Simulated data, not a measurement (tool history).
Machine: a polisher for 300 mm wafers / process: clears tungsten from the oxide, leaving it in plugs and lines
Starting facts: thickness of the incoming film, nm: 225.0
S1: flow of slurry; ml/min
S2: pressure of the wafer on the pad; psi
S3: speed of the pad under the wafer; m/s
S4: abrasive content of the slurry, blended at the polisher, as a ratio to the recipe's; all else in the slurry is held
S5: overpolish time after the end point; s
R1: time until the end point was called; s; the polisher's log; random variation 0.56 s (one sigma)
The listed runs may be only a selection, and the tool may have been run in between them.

run  hour   S1   S2    S3   S4  S5      R1
  1     0  305  2.3  0.88    1   5  80.651
  2   8.8  305  2.3  0.88    1   5  83.432
  3   9.4  305  2.3  0.88  1.2   5  79.357
  4  15.9  305  2.3  0.88  1.2   5  78.988
  5  18.6  305  2.5  0.88  1.2   5  74.733
  6  20.5  305  2.5  0.88  1.2   5  75.329
  7  27.9  305  2.7  0.88  1.2   5  70.658
  8  31.8  305  2.8  0.88  1.2   5  68.988
  9  34.1  305  2.9  0.88  1.2   5   67.08
 10  39.6  305    3  0.88  1.2   5  65.322
 11  42.1  305  3.1  0.88  1.2   5  63.963
 12  47.8  305  3.2  0.88  1.2   5  61.769

Estimate the outcome of run 13 from the log above:
 13  55.3  305  3.3  0.88  1.2   5   ?

R1: 60.962 s

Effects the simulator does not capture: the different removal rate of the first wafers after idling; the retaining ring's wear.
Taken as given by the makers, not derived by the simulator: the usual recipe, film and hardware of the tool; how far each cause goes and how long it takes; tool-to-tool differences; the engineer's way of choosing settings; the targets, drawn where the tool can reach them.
